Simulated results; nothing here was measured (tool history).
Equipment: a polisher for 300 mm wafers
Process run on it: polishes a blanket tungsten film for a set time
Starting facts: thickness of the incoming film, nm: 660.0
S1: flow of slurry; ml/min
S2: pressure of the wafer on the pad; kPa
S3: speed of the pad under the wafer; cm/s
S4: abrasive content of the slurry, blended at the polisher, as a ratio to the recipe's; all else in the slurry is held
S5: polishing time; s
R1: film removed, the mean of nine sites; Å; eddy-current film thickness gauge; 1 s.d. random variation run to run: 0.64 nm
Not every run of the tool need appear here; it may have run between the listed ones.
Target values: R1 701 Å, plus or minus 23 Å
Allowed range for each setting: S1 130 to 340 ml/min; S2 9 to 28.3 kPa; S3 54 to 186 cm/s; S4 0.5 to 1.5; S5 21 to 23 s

run	day	S1	S2	S3	S4	S5	R1
1	0	220	18.6	118	1	23	806.94
2	0.029	220	21.4	118	1	23	878.34
3	0.15	220	20.7	118	1	23	863.97
4	0.346	220	20.7	102	1	23	744.29
5	0.425	220	24.8	102	1	23	864.74
6	0.512	245	24.8	102	1	23	860.08
7	0.612	245	24.1	102	1	23	832.36
8	0.792	245	23.4	102	1	23	833.4
9	0.962	245	22.8	102	1	23	806.58
10	1	245	22.1	102	1	23	784.93
11	1.158	245	21.4	102	1	23	784.36
12	1.433	240	20.7	102	1	23	746.17
13	1.671	240	20	102	1	23	743.07

Which one of the following 4 next-run settings gets every result inside its allowed miss? There is exactly one.
A	1.908	285	24.8	94	0.9	23	?
B	1.908	195	20	116	0.9	23	?
C	1.908	230	19.3	112	0.95	21	?
D	1.908	270	20	90	1.3	21	?

move	R1
A	781.22
B	788.12
C	697.1
D	631.88
A: moves away from the targets compared with the last run
B: moves away from the targets compared with the last run
C: every result lands within tolerance
D: pushes the last run's worst result past its target
Correct choice: C, which meets every target
